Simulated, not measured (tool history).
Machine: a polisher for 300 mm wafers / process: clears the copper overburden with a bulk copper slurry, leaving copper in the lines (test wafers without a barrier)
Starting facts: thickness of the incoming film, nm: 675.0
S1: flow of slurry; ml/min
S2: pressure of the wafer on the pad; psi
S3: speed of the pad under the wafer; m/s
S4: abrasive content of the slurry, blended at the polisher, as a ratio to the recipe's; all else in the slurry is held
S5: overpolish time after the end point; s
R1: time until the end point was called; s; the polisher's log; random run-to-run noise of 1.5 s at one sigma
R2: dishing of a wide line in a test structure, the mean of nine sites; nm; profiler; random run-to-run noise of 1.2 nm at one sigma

run  hour   S1   S2    S3   S4  S5      R1       R2
  1   0.0  125  3.4  0.86  1.0  23  74.734   98.583
  2   4.8  125  3.4  0.74  1.0  23  84.553   91.291
  3  11.2  125  3.3  0.74  1.0  23  89.856   91.075
  4  16.9  125  3.3  0.74  1.0  30  89.648  108.590
  5  24.3  125  3.3  0.74  1.2  30  86.312  107.200
  6  28.7  125  3.2  0.74  1.2  29  86.800  101.740
  7  36.5  125  3.1  0.74  1.2  28  90.585  100.520
  8  40.5  125  2.8  0.74  1.2  20  99.959   75.798

Run 9 is up next; what results do you expect?
  9  43.1  125  2.8  0.74  1.2  20   ?   ?

{"run 9": {"R1": 98.156, "R2": 77.203}}

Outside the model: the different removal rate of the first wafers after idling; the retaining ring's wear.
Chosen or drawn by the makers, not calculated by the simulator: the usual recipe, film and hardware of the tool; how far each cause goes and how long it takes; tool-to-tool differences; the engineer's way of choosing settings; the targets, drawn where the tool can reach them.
